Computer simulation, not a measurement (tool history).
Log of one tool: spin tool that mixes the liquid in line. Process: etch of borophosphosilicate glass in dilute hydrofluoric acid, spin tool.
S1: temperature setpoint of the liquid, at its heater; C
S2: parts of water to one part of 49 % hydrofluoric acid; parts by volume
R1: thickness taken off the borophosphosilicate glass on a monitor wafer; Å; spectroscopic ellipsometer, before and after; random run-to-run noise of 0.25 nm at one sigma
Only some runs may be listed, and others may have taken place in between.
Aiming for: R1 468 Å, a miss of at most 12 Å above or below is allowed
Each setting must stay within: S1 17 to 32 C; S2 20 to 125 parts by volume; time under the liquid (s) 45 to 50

run 1 hour=0 | S1=24 S2=70 time_under_the_liquid_(s)=45 | R1=186.22
run 2 hour=7.5 | S1=22.5 S2=70 time_under_the_liquid_(s)=45 | R1=175.85
run 3 hour=15 | S1=24.5 S2=60 time_under_the_liquid_(s)=45 | R1=220.92
run 4 hour=23.7 | S1=24.5 S2=60 time_under_the_liquid_(s)=45 | R1=223.99
run 5 hour=28.8 | S1=27.5 S2=60 time_under_the_liquid_(s)=45 | R1=251.95
run 6 hour=35.8 | S1=28.5 S2=55 time_under_the_liquid_(s)=45 | R1=288.34
run 7 hour=39.7 | S1=29 S2=50 time_under_the_liquid_(s)=45 | R1=328.85
run 8 hour=41.7 | S1=29.5 S2=45 time_under_the_liquid_(s)=45 | R1=369.41
run 9 hour=49.8 | S1=30 S2=45 time_under_the_liquid_(s)=45 | R1=375.23
run 10 hour=52.5 | S1=30.5 S2=45 time_under_the_liquid_(s)=45 | R1=388.25

Next run, 4 choices. One meets every target within its allowed miss, the rest don't. Which?
run A hour=55.2 | S1=31.5 S2=60 time_under_the_liquid_(s)=45 | R1=?
run B hour=55.2 | S1=32 S2=40 time_under_the_liquid_(s)=45 | R1=?
run C hour=55.2 | S1=32 S2=40 time_under_the_liquid_(s)=50 | R1=?
run D hour=55.2 | S1=29.5 S2=50 time_under_the_liquid_(s)=45 | R1=?

move=A R1=294.12
move=B R1=464.46
move=C R1=516.07
move=D R1=331.61
A: the biggest miss grows against the last run
B: meets every target
C: takes the result that was furthest off past its target
D: the biggest miss grows against the last run
The right move is B.
